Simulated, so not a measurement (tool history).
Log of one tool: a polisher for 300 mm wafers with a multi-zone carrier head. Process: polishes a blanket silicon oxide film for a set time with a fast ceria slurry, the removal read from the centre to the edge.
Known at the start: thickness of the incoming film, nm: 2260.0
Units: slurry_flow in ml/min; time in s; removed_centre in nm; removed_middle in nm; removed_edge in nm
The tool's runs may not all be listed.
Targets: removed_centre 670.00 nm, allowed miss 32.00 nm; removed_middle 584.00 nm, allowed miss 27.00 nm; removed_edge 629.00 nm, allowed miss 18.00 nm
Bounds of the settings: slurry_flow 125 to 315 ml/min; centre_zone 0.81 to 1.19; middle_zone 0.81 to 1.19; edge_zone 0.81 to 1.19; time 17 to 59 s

| run | hour | slurry_flow | centre_zone | middle_zone | edge_zone | time | removed_centre | removed_middle | removed_edge |
|---|---|---|---|---|---|---|---|---|---|
| 1 | 0.0 | 205 | 1.00 | 1.00 | 1.00 | 38 | 695.15 | 706.06 | 689.52 |
| 2 | 6.1 | 205 | 1.00 | 1.00 | 1.00 | 46 | 827.59 | 855.85 | 837.37 |
| 3 | 9.1 | 205 | 1.00 | 1.00 | 0.97 | 46 | 820.83 | 841.89 | 831.53 |
| 4 | 12.9 | 230 | 1.00 | 1.00 | 0.97 | 46 | 856.27 | 845.77 | 830.12 |
| 5 | 16.1 | 230 | 1.00 | 1.00 | 0.92 | 46 | 833.54 | 881.39 | 811.53 |
| 6 | 19.6 | 230 | 1.00 | 1.00 | 0.92 | 54 | 986.50 | 992.93 | 944.38 |
| 7 | 24.2 | 230 | 1.01 | 0.96 | 0.92 | 50 | 928.85 | 915.78 | 892.56 |
| 8 | 30.9 | 175 | 1.09 | 0.86 | 0.89 | 40 | 734.49 | 635.61 | 671.49 |
| 9 | 33.2 | 175 | 1.09 | 0.86 | 0.89 | 40 | 744.58 | 633.77 | 673.19 |
| 10 | 38.6 | 155 | 1.03 | 0.81 | 0.83 | 38 | 671.68 | 561.01 | 616.73 |
| 11 | 47.2 | 155 | 1.03 | 0.81 | 0.83 | 38 | 648.27 | 561.48 | 604.51 |

Which of these 5 next moves meets every target?
| A | 55.8 | 125 | 0.95 | 0.81 | 0.86 | 38 | ? | ? | ? |
| B | 55.8 | 175 | 1.11 | 0.86 | 0.93 | 34 | ? | ? | ? |
| C | 55.8 | 185 | 1.08 | 0.86 | 0.81 | 36 | ? | ? | ? |
| D | 55.8 | 160 | 1.10 | 0.85 | 0.81 | 35 | ? | ? | ? |
| E | 55.8 | 160 | 1.02 | 0.84 | 0.84 | 39 | ? | ? | ? |

| move | removed_centre | removed_middle | removed_edge |
|---|---|---|---|
| A | 603.06 | 530.31 | 612.95 |
| B | 644.66 | 528.66 | 592.06 |
| C | 676.23 | 565.03 | 592.84 |
| D | 648.03 | 531.00 | 566.67 |
| E | 684.37 | 586.12 | 641.69 |
A: brings the result that was furthest off to its target, and leaves another outside
B: further off than the last run
C: further off than the last run
D: further off than the last run
E: meets every target
Move E is the one to make.
